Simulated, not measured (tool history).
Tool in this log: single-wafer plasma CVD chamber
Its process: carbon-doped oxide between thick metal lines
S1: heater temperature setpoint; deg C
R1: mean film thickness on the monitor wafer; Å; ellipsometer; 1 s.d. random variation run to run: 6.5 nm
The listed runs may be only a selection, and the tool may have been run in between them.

{"run": 1, "hour": 0.0, "S1": 375, "chamber pressure (Torr)": 6.73, "RF power (kW)": 0.67, "deposition time (s)": 238, "R1": 13000}
{"run": 2, "hour": 1.7, "S1": 384, "chamber pressure (Torr)": 6.73, "RF power (kW)": 0.67, "deposition time (s)": 238, "R1": 12787}
{"run": 3, "hour": 6.4, "S1": 384, "chamber pressure (Torr)": 6.73, "RF power (kW)": 0.67, "deposition time (s)": 245, "R1": 13103}
{"run": 4, "hour": 13.2, "S1": 384, "chamber pressure (Torr)": 6.73, "RF power (kW)": 0.63, "deposition time (s)": 245, "R1": 12843}
{"run": 5, "hour": 21.4, "S1": 376, "chamber pressure (Torr)": 6.73, "RF power (kW)": 0.63, "deposition time (s)": 245, "R1": 12905}
{"run": 6, "hour": 25.1, "S1": 376, "chamber pressure (Torr)": 6.73, "RF power (kW)": 0.63, "deposition time (s)": 245, "R1": 12868}
{"run": 7, "hour": 33.5, "S1": 376, "chamber pressure (Torr)": 6.69, "RF power (kW)": 0.615, "deposition time (s)": 245, "R1": 12748}
{"run": 8, "hour": 41.6, "S1": 376, "chamber pressure (Torr)": 6.64, "RF power (kW)": 0.605, "deposition time (s)": 245, "R1": 12672}

The next listed run, before its measurement:
{"run": 9, "hour": 43.3, "S1": 380, "chamber pressure (Torr)": 6.08, "RF power (kW)": 0.505, "deposition time (s)": 243, "R1": "?"}

Run 9 came out at R1 11046 Å.
